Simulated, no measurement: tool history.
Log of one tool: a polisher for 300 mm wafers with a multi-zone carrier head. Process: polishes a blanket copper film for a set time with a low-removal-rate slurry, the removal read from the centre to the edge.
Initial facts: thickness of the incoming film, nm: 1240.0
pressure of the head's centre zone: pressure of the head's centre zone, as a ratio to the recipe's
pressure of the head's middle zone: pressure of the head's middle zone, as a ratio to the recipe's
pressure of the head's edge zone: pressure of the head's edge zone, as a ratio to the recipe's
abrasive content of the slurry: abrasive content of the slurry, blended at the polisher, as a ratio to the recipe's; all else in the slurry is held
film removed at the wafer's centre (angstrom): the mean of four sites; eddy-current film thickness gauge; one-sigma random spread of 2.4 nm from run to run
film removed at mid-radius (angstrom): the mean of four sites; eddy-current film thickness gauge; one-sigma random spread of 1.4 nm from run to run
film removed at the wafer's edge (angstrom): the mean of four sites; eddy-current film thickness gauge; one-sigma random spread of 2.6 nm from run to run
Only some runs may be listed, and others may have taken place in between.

| run | hour | flow of slurry (ml/min) | pressure of the head's centre zone | pressure of the head's middle zone | pressure of the head's edge zone | abrasive content of the slurry | polishing time (s) | film removed at the wafer's centre (angstrom) | film removed at mid-radius (angstrom) | film removed at the wafer's edge (angstrom) |
|---|---|---|---|---|---|---|---|---|---|---|
| 1 | 0.0 | 170 | 1.00 | 1.00 | 1.00 | 1.00 | 70 | 1691.5 | 1728.1 | 1725.4 |
| 2 | 0.9 | 180 | 1.01 | 1.02 | 1.03 | 1.05 | 70 | 1762.3 | 1802.8 | 1814.2 |
| 3 | 2.5 | 190 | 1.01 | 1.04 | 1.04 | 1.05 | 70 | 1781.6 | 1824.4 | 1790.3 |
| 4 | 9.4 | 190 | 1.01 | 1.06 | 1.06 | 1.10 | 70 | 1838.0 | 1883.6 | 1817.5 |
| 5 | 17.0 | 190 | 1.01 | 1.06 | 1.06 | 0.90 | 70 | 1700.3 | 1803.3 | 1731.6 |
| 6 | 22.8 | 190 | 1.01 | 1.06 | 1.06 | 0.90 | 59 | 1444.7 | 1516.8 | 1495.9 |
| 7 | 27.5 | 195 | 1.00 | 1.07 | 1.08 | 1.00 | 61 | 1504.1 | 1610.9 | 1565.8 |
| 8 | 36.4 | 195 | 1.00 | 1.08 | 1.09 | 1.10 | 63 | 1591.0 | 1722.4 | 1683.7 |
| 9 | 39.9 | 200 | 1.01 | 1.09 | 1.10 | 1.15 | 64 | 1660.6 | 1822.1 | 1761.2 |
| 10 | 44.3 | 205 | 1.03 | 1.10 | 1.11 | 1.20 | 64 | 1696.1 | 1847.7 | 1775.3 |

What does the tool deliver on the next run?
| 11 | 48.7 | 210 | 1.04 | 1.11 | 1.12 | 1.25 | 65 | ? | ? | ? |

{"run 11": {"film removed at the wafer's centre (angstrom)": 1797.8, "film removed at mid-radius (angstrom)": 1902.4, "film removed at the wafer's edge (angstrom)": 1801.8}}
